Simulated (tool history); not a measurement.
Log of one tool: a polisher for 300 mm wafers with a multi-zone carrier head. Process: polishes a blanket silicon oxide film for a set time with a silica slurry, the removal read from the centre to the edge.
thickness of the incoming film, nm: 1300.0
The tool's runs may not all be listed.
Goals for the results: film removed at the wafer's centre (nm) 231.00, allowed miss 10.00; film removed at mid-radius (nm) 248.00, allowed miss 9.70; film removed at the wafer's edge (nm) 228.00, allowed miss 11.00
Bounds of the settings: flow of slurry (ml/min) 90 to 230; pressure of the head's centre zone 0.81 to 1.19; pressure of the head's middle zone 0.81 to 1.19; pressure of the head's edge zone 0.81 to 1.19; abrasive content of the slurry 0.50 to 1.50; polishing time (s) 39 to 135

| run | hour | flow of slurry (ml/min) | pressure of the head's centre zone | pressure of the head's middle zone | pressure of the head's edge zone | abrasive content of the slurry | polishing time (s) | film removed at the wafer's centre (nm) | film removed at mid-radius (nm) | film removed at the wafer's edge (nm) |
|---|---|---|---|---|---|---|---|---|---|---|
| 1 | 0.0 | 150 | 1.00 | 1.00 | 1.00 | 1.00 | 87 | 328.60 | 308.63 | 311.06 |
| 2 | 7.7 | 150 | 0.99 | 1.00 | 0.99 | 0.95 | 87 | 319.88 | 301.48 | 300.72 |
| 3 | 9.6 | 150 | 0.99 | 1.00 | 1.07 | 0.95 | 87 | 319.68 | 306.31 | 310.55 |
| 4 | 11.8 | 150 | 0.92 | 1.00 | 1.07 | 0.95 | 87 | 306.48 | 300.58 | 310.93 |
| 5 | 19.9 | 150 | 0.92 | 1.01 | 1.06 | 0.90 | 87 | 294.80 | 297.40 | 302.50 |
| 6 | 21.1 | 165 | 0.92 | 1.01 | 1.06 | 0.90 | 87 | 287.58 | 300.74 | 311.50 |
| 7 | 29.5 | 125 | 0.87 | 1.05 | 0.96 | 0.65 | 85 | 188.23 | 204.10 | 189.86 |
| 8 | 36.8 | 135 | 0.88 | 1.05 | 0.96 | 0.65 | 85 | 192.48 | 205.69 | 198.84 |
| 9 | 39.6 | 140 | 0.89 | 1.06 | 0.96 | 0.65 | 85 | 195.72 | 211.97 | 196.36 |
|  | 40.4 | centre zone pressure recalibrated |
| 10 | 40.4 | 145 | 0.90 | 1.06 | 0.96 | 0.65 | 85 | 186.36 | 214.03 | 200.34 |
| 11 | 45.6 | 145 | 0.92 | 1.06 | 0.97 | 0.65 | 85 | 190.60 | 216.60 | 205.84 |
| 12 | 48.1 | 145 | 0.93 | 1.06 | 0.97 | 0.65 | 85 | 190.19 | 215.03 | 198.18 |
| 13 | 50.6 | 185 | 0.99 | 1.08 | 1.06 | 0.85 | 86 | 286.19 | 309.07 | 297.33 |
| 14 | 58.1 | 175 | 0.98 | 1.08 | 1.05 | 0.85 | 86 | 280.60 | 306.78 | 290.16 |
| 15 | 60.5 | 165 | 0.97 | 1.08 | 1.04 | 0.85 | 86 | 275.73 | 291.78 | 285.22 |

Which of these 5 next moves meets every target?
| A | 62.9 | 225 | 0.98 | 1.19 | 1.00 | 0.55 | 118 | ? | ? | ? |
| B | 62.9 | 90 | 0.96 | 0.98 | 1.16 | 1.50 | 58 | ? | ? | ? |
| C | 62.9 | 200 | 0.94 | 1.08 | 1.10 | 0.75 | 82 | ? | ? | ? |
| D | 62.9 | 95 | 1.19 | 0.98 | 0.89 | 1.15 | 78 | ? | ? | ? |
| E | 62.9 | 160 | 0.95 | 1.02 | 0.87 | 0.65 | 100 | ? | ? | ? |

| move | film removed at the wafer's centre (nm) | film removed at mid-radius (nm) | film removed at the wafer's edge (nm) |
|---|---|---|---|
| A | 235.02 | 266.59 | 229.56 |
| B | 214.26 | 217.88 | 252.92 |
| C | 236.27 | 257.09 | 252.60 |
| D | 311.37 | 262.54 | 266.19 |
| E | 235.82 | 244.17 | 226.97 |
A: the worst result of the last run now meets its target, but another is out of spec
B: an improvement on the last run, though not all results are within tolerance
C: an improvement on the last run, though not all results are within tolerance
D: moves away from the targets compared with the last run
E: all results land within tolerance of their targets
Move E is the one to make.
